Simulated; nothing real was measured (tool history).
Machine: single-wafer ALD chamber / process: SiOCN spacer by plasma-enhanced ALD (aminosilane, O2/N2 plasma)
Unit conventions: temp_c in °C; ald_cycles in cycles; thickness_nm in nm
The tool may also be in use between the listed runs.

{"run": 1, "hour": 0.0, "temp_c": 395, "ald_cycles": 35, "thickness_nm": 2.0874}
{"run": 2, "hour": 8.0, "temp_c": 395, "ald_cycles": 34, "thickness_nm": 2.0481}
{"run": 3, "hour": 10.7, "temp_c": 395, "ald_cycles": 36, "thickness_nm": 2.147}
{"run": 4, "hour": 13.7, "temp_c": 389, "ald_cycles": 36, "thickness_nm": 2.1321}
{"run": 5, "hour": 17.1, "temp_c": 385, "ald_cycles": 36, "thickness_nm": 2.1567}
{"run": 6, "hour": 18.6, "temp_c": 385, "ald_cycles": 34, "thickness_nm": 2.0345}

Forecast run 7:
{"run": 7, "hour": 27.2, "temp_c": 385, "ald_cycles": 33, "thickness_nm": "?"}

thickness_nm: 1.9724 nm
